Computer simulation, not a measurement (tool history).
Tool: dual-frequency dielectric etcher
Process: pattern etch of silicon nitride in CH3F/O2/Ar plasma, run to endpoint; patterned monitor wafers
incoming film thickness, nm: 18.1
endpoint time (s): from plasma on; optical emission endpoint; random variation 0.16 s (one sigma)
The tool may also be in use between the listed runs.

Run 1, hour 0.0: source power (W) 370, bias power (W) 91. Result: endpoint time (s) 25.614.
Run 2, hour 4.3: source power (W) 370, bias power (W) 98. Result: endpoint time (s) 24.939.
Run 3, hour 5.7: source power (W) 420, bias power (W) 98. Result: endpoint time (s) 23.152.
Run 4, hour 14.3: source power (W) 420, bias power (W) 87. Result: endpoint time (s) 24.974.
Run 5, hour 15.8: source power (W) 390, bias power (W) 86. Result: endpoint time (s) 25.893.
Run 6, hour 16.5: source power (W) 370, bias power (W) 85. Result: endpoint time (s) 27.089.
Run 7, hour 25.4: source power (W) 360, bias power (W) 85. Result: endpoint time (s) 27.577.

Run 8 comes next. What will it give?
Run 8, hour 29.8: source power (W) 350, bias power (W) 85. Result: endpoint time (s) ?.

endpoint time (s): 28.124

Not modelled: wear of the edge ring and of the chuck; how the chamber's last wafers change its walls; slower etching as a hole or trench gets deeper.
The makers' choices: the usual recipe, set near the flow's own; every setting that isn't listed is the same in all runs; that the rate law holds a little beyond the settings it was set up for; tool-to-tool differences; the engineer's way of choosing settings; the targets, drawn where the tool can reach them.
